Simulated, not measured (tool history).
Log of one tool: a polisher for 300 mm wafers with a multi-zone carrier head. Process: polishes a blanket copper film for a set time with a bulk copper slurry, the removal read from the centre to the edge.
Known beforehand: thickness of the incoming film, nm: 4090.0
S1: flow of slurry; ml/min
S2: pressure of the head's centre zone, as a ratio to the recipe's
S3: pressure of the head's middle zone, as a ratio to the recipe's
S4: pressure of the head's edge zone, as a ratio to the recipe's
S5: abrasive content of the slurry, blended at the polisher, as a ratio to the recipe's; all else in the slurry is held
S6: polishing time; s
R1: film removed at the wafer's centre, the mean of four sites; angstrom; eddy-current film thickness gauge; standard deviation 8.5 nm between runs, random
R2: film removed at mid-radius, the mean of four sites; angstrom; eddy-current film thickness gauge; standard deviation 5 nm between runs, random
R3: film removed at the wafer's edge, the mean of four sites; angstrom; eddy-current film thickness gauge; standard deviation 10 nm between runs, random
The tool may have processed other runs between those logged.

run	hour	S1	S2	S3	S4	S5	S6	R1	R2	R3
1	0	185	1	1	1	1	67	5830.1	5797.9	5801.2
2	8.8	165	1	1	1	1	67	5738.3	5743.7	5980.5
3	15.1	155	1.02	1	1.02	1.1	68	5842.9	5777.2	6029.2
4	15.8	150	1.04	0.99	1.03	1.15	71	6330.2	6070.7	6250.1
# hour 23.2: worn pad replaced by a new one
5	23.2	150	1.04	0.93	1.03	1.15	71	7244.8	6453.5	7219.6
6	27.9	155	1.04	0.92	1.04	1.15	71	7052.7	6467.4	7373.5

Expected results for the next run?
7	34.5	160	1.05	0.91	1.04	1.15	71	?	?	?

{"run 7": {"R1": 7270.6, "R2": 6475.3, "R3": 7260.7}}

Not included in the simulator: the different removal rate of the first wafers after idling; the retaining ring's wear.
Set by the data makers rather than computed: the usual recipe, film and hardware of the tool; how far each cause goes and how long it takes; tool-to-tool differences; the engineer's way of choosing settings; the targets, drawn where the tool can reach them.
